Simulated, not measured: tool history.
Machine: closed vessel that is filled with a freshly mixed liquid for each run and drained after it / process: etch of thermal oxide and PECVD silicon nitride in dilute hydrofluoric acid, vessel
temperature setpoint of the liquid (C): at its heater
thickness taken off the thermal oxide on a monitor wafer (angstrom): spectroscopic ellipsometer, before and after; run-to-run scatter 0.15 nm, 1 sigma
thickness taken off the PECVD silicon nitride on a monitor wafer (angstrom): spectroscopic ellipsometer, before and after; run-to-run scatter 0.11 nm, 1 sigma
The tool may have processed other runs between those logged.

run,hour,temperature setpoint of the liquid (C),parts of water to one part of 49 % hydrofluoric acid (parts by volume),time in the liquid (s),thickness taken off the thermal oxide on a monitor wafer (angstrom),thickness taken off the PECVD silicon nitride on a monitor wafer (angstrom)
1,0.0,21.0,75,915,425.51,223.600
2,7.9,21.0,75,625,294.08,151.390
3,15.2,20.5,75,625,286.77,147.480
4,16.7,20.0,75,625,285.48,142.070
5,23.9,20.0,55,625,395.83,192.240
6,30.4,20.0,55,285,179.63,88.402

The next listed run, before its measurement:
7,33.8,20.0,50,280,?,?

Run 7 yielded thickness taken off the thermal oxide on a monitor wafer (angstrom) 193.61, thickness taken off the PECVD silicon nitride on a monitor wafer (angstrom) 94.896.
